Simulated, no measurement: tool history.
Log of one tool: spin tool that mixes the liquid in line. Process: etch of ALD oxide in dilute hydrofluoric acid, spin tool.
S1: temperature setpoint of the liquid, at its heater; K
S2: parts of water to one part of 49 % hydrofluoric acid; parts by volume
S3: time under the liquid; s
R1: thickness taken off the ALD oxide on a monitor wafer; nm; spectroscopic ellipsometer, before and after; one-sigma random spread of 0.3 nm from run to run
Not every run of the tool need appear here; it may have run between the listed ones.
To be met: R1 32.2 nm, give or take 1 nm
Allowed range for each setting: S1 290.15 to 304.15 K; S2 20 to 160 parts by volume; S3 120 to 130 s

run    day      S1   S2   S3      R1
  1      0  296.15   90  120   25.22
  2  0.042  297.65   90  120   26.19
  3  0.267  298.65   90  120  27.828
  4  0.296  298.65  115  120  21.297
  5  0.338  298.65  140  120  17.026
  6  0.475  298.65  140  130  18.413
  7  0.738  299.65  135  130  19.518
  8  0.992  300.15  130  130  21.241
  9  1.025  300.65  125  130  22.434
 10  1.396  301.15  120  130  23.773
 11  1.692  301.65  115  130  25.514
     2.062  -- thermometer replaced
 12  2.062  301.65  115  130  27.675
 13  2.354  302.15  115  130  28.398
 14  2.567  302.65  115  130  28.764

Exactly one of the 4 candidate moves below puts every result within its allowed miss. Which one?
  A  2.779  301.65   95  130   ?
  B  2.779  304.15  105  125   ?
  C  2.779  301.15  105  125   ?
  D  2.779  302.15  115  120   ?

move      R1
   A  33.565
   B  31.629
   C  28.263
   D  25.382
A: the result that was furthest off in the last run now lies on the other side of its target
B: each result inside its tolerance
C: moves away from the targets compared with the last run
D: moves away from the targets compared with the last run
Go with B: it meets all targets.
